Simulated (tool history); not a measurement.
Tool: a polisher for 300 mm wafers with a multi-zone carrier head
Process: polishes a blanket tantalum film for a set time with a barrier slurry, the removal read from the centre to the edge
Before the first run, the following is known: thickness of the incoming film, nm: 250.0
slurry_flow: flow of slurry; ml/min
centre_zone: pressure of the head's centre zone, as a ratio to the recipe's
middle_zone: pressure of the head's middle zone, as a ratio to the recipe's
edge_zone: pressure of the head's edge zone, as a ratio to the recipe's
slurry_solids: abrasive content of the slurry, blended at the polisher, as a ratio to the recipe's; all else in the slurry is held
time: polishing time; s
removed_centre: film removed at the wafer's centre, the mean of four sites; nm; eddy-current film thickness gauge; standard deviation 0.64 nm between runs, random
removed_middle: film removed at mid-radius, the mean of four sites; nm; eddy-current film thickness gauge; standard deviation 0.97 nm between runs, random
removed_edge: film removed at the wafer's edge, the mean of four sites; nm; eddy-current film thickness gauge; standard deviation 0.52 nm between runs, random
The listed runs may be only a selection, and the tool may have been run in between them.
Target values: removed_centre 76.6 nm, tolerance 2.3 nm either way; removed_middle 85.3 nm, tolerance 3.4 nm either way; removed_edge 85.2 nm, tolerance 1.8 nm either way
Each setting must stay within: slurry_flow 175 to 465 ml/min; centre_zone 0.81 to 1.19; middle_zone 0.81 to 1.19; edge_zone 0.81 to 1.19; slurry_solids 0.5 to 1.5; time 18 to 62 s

Run 1, hour 0: slurry_flow 295 ml/min, centre_zone 1, middle_zone 1, edge_zone 1, slurry_solids 1, time 40 s. Result: removed_centre 102.28 nm, removed_middle 100.69 nm, removed_edge 103.03 nm.
Run 2, hour 4.8: slurry_flow 285 ml/min, centre_zone 0.96, middle_zone 0.99, edge_zone 0.96, slurry_solids 0.9, time 40 s. Result: removed_centre 93.238 nm, removed_middle 99.157 nm, removed_edge 97.258 nm.
Run 3, hour 13.1: slurry_flow 275 ml/min, centre_zone 0.94, middle_zone 0.95, edge_zone 0.93, slurry_solids 0.85, time 40 s. Result: removed_centre 91.727 nm, removed_middle 92.853 nm, removed_edge 95.785 nm.
Run 4, hour 14.8: slurry_flow 275 ml/min, centre_zone 0.94, middle_zone 0.95, edge_zone 0.93, slurry_solids 1.05, time 40 s. Result: removed_centre 98.242 nm, removed_middle 97.193 nm, removed_edge 102.09 nm.
Run 5, hour 17.2: slurry_flow 275 ml/min, centre_zone 0.89, middle_zone 0.95, edge_zone 0.93, slurry_solids 1.05, time 40 s. Result: removed_centre 93.047 nm, removed_middle 97.916 nm, removed_edge 102.79 nm.
Run 6, hour 21.9: slurry_flow 325 ml/min, centre_zone 0.89, middle_zone 0.95, edge_zone 0.93, slurry_solids 1.05, time 40 s. Result: removed_centre 94.331 nm, removed_middle 97.671 nm, removed_edge 102.87 nm.
Run 7, hour 24.5: slurry_flow 325 ml/min, centre_zone 0.82, middle_zone 0.96, edge_zone 0.83, slurry_solids 0.8, time 39 s. Result: removed_centre 77.495 nm, removed_middle 88.745 nm, removed_edge 88 nm.
Run 8, hour 29.8: slurry_flow 325 ml/min, centre_zone 0.82, middle_zone 0.95, edge_zone 0.82, slurry_solids 0.8, time 39 s. Result: removed_centre 76.549 nm, removed_middle 89.576 nm, removed_edge 87.684 nm.
Run 9, hour 36.6: slurry_flow 325 ml/min, centre_zone 0.83, middle_zone 0.94, edge_zone 0.82, slurry_solids 0.8, time 39 s. Result: removed_centre 78.848 nm, removed_middle 86.971 nm, removed_edge 88.013 nm.
Run 10, hour 42.2: slurry_flow 320 ml/min, centre_zone 0.83, middle_zone 0.94, edge_zone 0.82, slurry_solids 0.8, time 39 s. Result: removed_centre 78.388 nm, removed_middle 87.245 nm, removed_edge 88.658 nm.

Below are 5 possible settings for the next run. Only one of them brings all results inside the allowed miss of their targets. Which is it?
Run A, hour 47.8: slurry_flow 395 ml/min, centre_zone 0.91, middle_zone 0.93, edge_zone 0.81, slurry_solids 0.8, time 36 s. Result: removed_centre ?, removed_middle ?, removed_edge ?.
Run B, hour 47.8: slurry_flow 415 ml/min, centre_zone 0.84, middle_zone 0.97, edge_zone 0.81, slurry_solids 0.95, time 38 s. Result: removed_centre ?, removed_middle ?, removed_edge ?.
Run C, hour 47.8: slurry_flow 340 ml/min, centre_zone 0.87, middle_zone 1, edge_zone 0.91, slurry_solids 0.75, time 37 s. Result: removed_centre ?, removed_middle ?, removed_edge ?.
Run D, hour 47.8: slurry_flow 345 ml/min, centre_zone 0.81, middle_zone 0.96, edge_zone 0.82, slurry_solids 0.7, time 42 s. Result: removed_centre ?, removed_middle ?, removed_edge ?.
Run E, hour 47.8: slurry_flow 405 ml/min, centre_zone 0.9, middle_zone 0.96, edge_zone 0.81, slurry_solids 0.8, time 36 s. Result: removed_centre ?, removed_middle ?, removed_edge ?.

move  removed_centre  removed_middle  removed_edge
   A          79.961          81.404        82.228
   B          83.872          94.403        92.329
   C           76.27           85.23        85.264
   D          79.188           91.41        90.723
   E          79.343          83.449        82.299
A: carries the result that was furthest off beyond its target, to the other side
B: moves away from the targets compared with the last run
C: hits every target within its allowed miss
D: moves away from the targets compared with the last run
E: carries the result that was furthest off beyond its target, to the other side
C is the move that brings every result within its allowed miss.

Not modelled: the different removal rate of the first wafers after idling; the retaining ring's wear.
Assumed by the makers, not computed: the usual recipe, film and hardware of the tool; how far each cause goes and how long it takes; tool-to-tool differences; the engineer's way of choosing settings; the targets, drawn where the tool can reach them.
